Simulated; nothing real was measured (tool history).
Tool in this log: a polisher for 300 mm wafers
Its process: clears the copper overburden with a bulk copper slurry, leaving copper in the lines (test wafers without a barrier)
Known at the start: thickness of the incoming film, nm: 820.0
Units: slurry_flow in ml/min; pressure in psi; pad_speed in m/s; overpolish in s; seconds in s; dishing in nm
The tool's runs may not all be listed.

run,hour,slurry_flow,pressure,pad_speed,slurry_solids,overpolish,seconds,dishing
1,0,140,1.7,0.94,1,25,150.6,68.903
2,4.3,140,1.7,0.94,1,30,150.94,80.098
3,7.8,165,1.7,0.94,1,30,143.51,79.378
4,15.6,165,1.7,0.94,1.2,30,140.56,77.792
5,21.6,165,1.7,0.94,1.35,30,135.2,81.262
6,29.4,185,1.7,0.94,1.35,30,132.87,79.805
7,35.9,180,1.6,0.94,1.35,30,137.98,79.221
8,40.3,175,1.5,0.94,1.35,29,147.94,73.669

The next listed run, before its measurement:
9,45.8,135,1,0.92,1.35,29,?,?

seconds: 200.62 s
dishing: 58.795 nm
